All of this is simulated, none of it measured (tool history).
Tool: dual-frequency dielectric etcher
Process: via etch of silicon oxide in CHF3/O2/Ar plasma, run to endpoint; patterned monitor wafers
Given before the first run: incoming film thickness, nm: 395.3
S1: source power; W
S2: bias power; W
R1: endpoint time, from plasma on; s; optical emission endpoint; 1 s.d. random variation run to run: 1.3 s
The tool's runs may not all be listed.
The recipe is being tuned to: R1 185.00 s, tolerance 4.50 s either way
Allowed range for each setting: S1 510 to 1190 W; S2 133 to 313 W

Run 1, hour 0.0: S1 850 W, S2 223 W. Result: R1 161.67 s.
Run 2, hour 1.2: S1 980 W, S2 223 W. Result: R1 154.32 s.
Run 3, hour 10.1: S1 910 W, S2 223 W. Result: R1 156.93 s.
Run 4, hour 16.5: S1 770 W, S2 223 W. Result: R1 170.62 s.
Run 5, hour 21.7: S1 750 W, S2 222 W. Result: R1 171.08 s.
Run 6, hour 22.8: S1 730 W, S2 221 W. Result: R1 173.61 s.
Run 7, hour 27.1: S1 730 W, S2 221 W. Result: R1 173.32 s.
Run 8, hour 36.0: S1 720 W, S2 220 W. Result: R1 173.68 s.
Run 9, hour 43.8: S1 710 W, S2 219 W. Result: R1 177.97 s.
Run 10, hour 45.9: S1 700 W, S2 219 W. Result: R1 176.35 s.
Run 11, hour 47.4: S1 690 W, S2 218 W. Result: R1 177.71 s.

Which one of the following 5 next-run settings gets every result inside its allowed miss? There is exactly one.
Run A, hour 48.9: S1 840 W, S2 197 W. Result: R1 ?.
Run B, hour 48.9: S1 560 W, S2 222 W. Result: R1 ?.
Run C, hour 48.9: S1 720 W, S2 222 W. Result: R1 ?.
Run D, hour 48.9: S1 650 W, S2 215 W. Result: R1 ?.
Run E, hour 48.9: S1 940 W, S2 183 W. Result: R1 ?.

move      R1
   A  173.50
   B  196.60
   C  175.15
   D  186.42
   E  171.28
A: misses by more than the last run did
B: the result that was furthest off in the last run now lies on the other side of its target
C: misses by more than the last run did
D: every result lands within tolerance
E: misses by more than the last run did
Answer: D
